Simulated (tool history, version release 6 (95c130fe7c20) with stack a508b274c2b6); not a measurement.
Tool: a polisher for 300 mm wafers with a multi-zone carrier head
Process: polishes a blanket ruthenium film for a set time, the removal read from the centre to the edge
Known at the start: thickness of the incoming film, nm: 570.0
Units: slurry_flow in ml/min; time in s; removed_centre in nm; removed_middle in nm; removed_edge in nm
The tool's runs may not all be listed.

{"run": 1, "hour": 0.0, "slurry_flow": 135, "centre_zone": 1.0, "middle_zone": 1.0, "edge_zone": 1.0, "time": 42, "removed_centre": 71.656, "removed_middle": 73.635, "removed_edge": 70.765}
{"run": 2, "hour": 2.4, "slurry_flow": 135, "centre_zone": 1.0, "middle_zone": 1.06, "edge_zone": 1.0, "time": 42, "removed_centre": 70.671, "removed_middle": 76.343, "removed_edge": 71.33}
{"run": 3, "hour": 5.6, "slurry_flow": 145, "centre_zone": 1.0, "middle_zone": 1.06, "edge_zone": 1.0, "time": 42, "removed_centre": 72.284, "removed_middle": 77.323, "removed_edge": 72.07}
{"run": 4, "hour": 13.9, "slurry_flow": 140, "centre_zone": 1.01, "middle_zone": 1.03, "edge_zone": 1.01, "time": 41, "removed_centre": 70.973, "removed_middle": 73.971, "removed_edge": 70.557}
{"run": 5, "hour": 22.0, "slurry_flow": 140, "centre_zone": 1.01, "middle_zone": 1.03, "edge_zone": 1.05, "time": 41, "removed_centre": 70.541, "removed_middle": 73.527, "removed_edge": 72.033}
{"run": 6, "hour": 28.3, "slurry_flow": 135, "centre_zone": 1.02, "middle_zone": 1.0, "edge_zone": 1.05, "time": 40, "removed_centre": 69.007, "removed_middle": 70.917, "removed_edge": 70.311}
{"run": 7, "hour": 34.2, "slurry_flow": 130, "centre_zone": 1.03, "middle_zone": 0.97, "edge_zone": 1.05, "time": 39, "removed_centre": 66.931, "removed_middle": 65.643, "removed_edge": 66.385}
{"run": 8, "hour": 40.8, "slurry_flow": 125, "centre_zone": 1.04, "middle_zone": 0.95, "edge_zone": 1.05, "time": 39, "removed_centre": 67.531, "removed_middle": 63.567, "removed_edge": 67.424}

Forecast run 9:
{"run": 9, "hour": 42.4, "slurry_flow": 100, "centre_zone": 1.05, "middle_zone": 0.85, "edge_zone": 0.95, "time": 34, "removed_centre": "?", "removed_middle": "?", "removed_edge": "?"}

Run 9 gave removed_centre 55.215 nm, removed_middle 47.320 nm, removed_edge 52.667 nm.
